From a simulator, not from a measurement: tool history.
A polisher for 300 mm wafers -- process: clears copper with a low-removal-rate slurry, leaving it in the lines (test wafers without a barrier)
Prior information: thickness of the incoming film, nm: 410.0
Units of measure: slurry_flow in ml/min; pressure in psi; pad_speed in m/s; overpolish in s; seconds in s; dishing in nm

run	hour	slurry_flow	pressure	pad_speed	slurry_solids	overpolish	seconds	dishing
1	0.0	160	4.2	0.86	1.00	12	122.730	26.242
2	5.8	160	4.2	0.86	1.00	17	119.930	36.837
3	13.1	185	4.2	0.86	1.00	17	118.190	36.497
4	17.1	205	4.1	0.90	1.00	13	111.360	30.521
5	23.9	170	4.1	0.90	1.00	13	112.710	29.425
6	30.4	150	3.5	1.02	0.85	10	123.280	21.142
7	31.4	140	3.4	1.12	0.75	8	121.360	17.858
8	36.8	125	3.5	1.18	0.70	7	119.870	15.971
9	40.5	115	3.8	1.22	0.65	6	111.870	15.254
10	49.3	110	4.1	1.22	0.60	5	106.640	12.910
11	54.7	120	4.4	1.20	0.60	5	93.661	14.009
12	57.5	125	4.5	1.18	0.60	5	97.450	14.836
13	66.3	115	4.8	1.16	0.55	5	95.996	14.677
14	68.3	110	4.8	1.20	0.55	5	90.449	14.874
15	75.0	105	4.9	1.20	0.55	5	90.838	14.685
16	76.1	100	5.0	1.20	0.55	5	92.627	14.698

Run 17 comes next. What will it give?
17	83.4	100	5.0	1.22	0.55	5	?	?

seconds: 90.041 s
dishing: 15.075 nm
